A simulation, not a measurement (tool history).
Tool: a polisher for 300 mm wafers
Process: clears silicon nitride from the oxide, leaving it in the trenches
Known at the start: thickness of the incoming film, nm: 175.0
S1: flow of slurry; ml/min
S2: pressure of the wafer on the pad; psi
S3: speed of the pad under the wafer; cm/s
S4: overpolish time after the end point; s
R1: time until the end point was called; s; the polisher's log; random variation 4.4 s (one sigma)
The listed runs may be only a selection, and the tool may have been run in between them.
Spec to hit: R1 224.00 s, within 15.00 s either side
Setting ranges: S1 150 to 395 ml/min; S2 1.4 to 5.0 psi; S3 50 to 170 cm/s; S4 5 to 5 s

run	hour	S1	S2	S3	S4	R1
1	0.0	250	3.2	110	5	162.43
2	8.8	250	3.1	110	5	168.12
3	12.2	250	3.1	110	5	166.19
4	20.9	250	2.7	110	5	190.26
5	29.1	200	2.7	110	5	198.50
6	37.1	250	2.7	110	5	187.84
7	42.2	250	2.6	110	5	195.83
8	50.4	250	2.5	110	5	203.99
9	58.7	250	2.4	110	5	217.65

Of the 4 settings listed for the next run, only one would bring every result within its allowed miss of target. Which one?
A	67.0	240	2.4	120	5	?
B	67.0	235	2.7	114	5	?
C	67.0	300	2.7	112	5	?
D	67.0	210	2.2	108	5	?

move	R1
A	198.11
B	188.39
C	187.74
D	234.87
A: its largest miss is bigger than the last run's
B: its largest miss is bigger than the last run's
C: its largest miss is bigger than the last run's
D: every result within its allowed miss
D is the move that brings every result within its allowed miss.
